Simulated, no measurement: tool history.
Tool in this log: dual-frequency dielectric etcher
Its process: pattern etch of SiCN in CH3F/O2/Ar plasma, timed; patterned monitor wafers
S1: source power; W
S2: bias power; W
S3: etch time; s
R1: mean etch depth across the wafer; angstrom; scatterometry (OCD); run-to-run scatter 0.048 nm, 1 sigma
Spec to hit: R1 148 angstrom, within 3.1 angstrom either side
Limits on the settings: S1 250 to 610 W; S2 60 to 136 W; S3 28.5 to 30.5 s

run	hour	S1	S2	S3	R1
1	0	430	98	30.5	130.83
2	6.7	450	99	30.5	133.66
3	13.5	470	100	30.5	136.54
4	15.9	470	100	28.5	127.41
5	20	490	104	28.5	131.17
6	27.3	420	104	28.5	124.26
7	30.1	510	120	29	143.04
8	36.6	520	120	29	142.8

Pick the move, out of 4, that brings all results within their allowed miss; only one does.
A	43.1	510	127	28.5	?
B	43.1	500	116	28.5	?
C	43.1	520	114	30.5	?
D	43.1	450	124	29	?

move	R1
A	143.14
B	137.3
C	148.03
D	138.06
A: closes in on the targets versus the last run, not all within tolerance yet
B: its largest miss is bigger than the last run's
C: in spec on every target
D: its largest miss is bigger than the last run's
The move that meets every target is C.

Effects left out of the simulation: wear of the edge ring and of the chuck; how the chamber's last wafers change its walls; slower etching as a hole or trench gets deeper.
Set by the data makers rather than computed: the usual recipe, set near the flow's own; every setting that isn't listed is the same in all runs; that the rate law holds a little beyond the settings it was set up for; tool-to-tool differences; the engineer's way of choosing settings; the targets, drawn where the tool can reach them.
